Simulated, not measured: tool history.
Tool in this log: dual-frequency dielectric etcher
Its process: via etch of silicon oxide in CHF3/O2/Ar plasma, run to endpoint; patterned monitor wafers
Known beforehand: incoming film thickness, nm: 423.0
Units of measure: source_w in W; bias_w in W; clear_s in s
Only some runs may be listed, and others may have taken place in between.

run    day  source_w  bias_w  clear_s
  1  0.000       630     157   216.76
  2  0.308       630     137   233.22
  3  0.583       630     147   226.17
  4  0.642       540     147   240.58
  5  0.833       610     150   224.37
  6  0.888       660     152   218.40
  7  1.233       710     155   208.78
  8  1.367       740     156   206.29
  9  1.612       770     158   199.67

For run 10, what comes out?
 10  1.650       790     159        ?

For run 10 the tool returned clear_s 196.30 s.
